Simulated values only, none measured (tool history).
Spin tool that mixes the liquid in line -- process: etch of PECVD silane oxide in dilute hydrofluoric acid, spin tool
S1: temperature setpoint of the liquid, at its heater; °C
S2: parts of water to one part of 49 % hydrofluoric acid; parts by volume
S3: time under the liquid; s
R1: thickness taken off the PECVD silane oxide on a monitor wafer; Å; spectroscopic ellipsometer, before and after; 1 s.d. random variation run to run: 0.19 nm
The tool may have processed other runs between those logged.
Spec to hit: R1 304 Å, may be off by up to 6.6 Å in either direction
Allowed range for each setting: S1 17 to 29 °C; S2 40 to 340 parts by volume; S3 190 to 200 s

run,hour,S1,S2,S3,R1
1,0,21,190,190,115.95
2,3.9,21,190,190,115.83
3,5.2,22,180,190,129.65
4,12.3,22.5,170,190,142.6
5,18.4,19.5,170,190,125.15
6,22.4,20.5,160,190,139.41
7,25.9,21.5,155,190,151.71
8,30.3,21.5,155,190,151.29
9,36.4,25.5,80,190,375.33
10,37,25,80,190,369.85
11,45.8,24.5,80,190,362.59
12,46.6,24,80,190,354.45
13,54,24,80,190,354.13
14,59.6,23.5,80,190,347.44

Exercise: of the 4 proposed moves below, exactly one satisfies all targets within the stated allowed misses. Which move is it?
A,65.2,25,95,190,?
B,65.2,25,105,195,?
C,65.2,19.5,75,200,?
D,65.2,24,75,190,?

move,R1
A,303.42
B,278.23
C,331.37
D,378.82
A: hits every target within its allowed miss
B: carries the result that was furthest off beyond its target, to the other side
C: nearer than the last run, and not there yet
D: its largest miss is bigger than the last run's
Answer: A

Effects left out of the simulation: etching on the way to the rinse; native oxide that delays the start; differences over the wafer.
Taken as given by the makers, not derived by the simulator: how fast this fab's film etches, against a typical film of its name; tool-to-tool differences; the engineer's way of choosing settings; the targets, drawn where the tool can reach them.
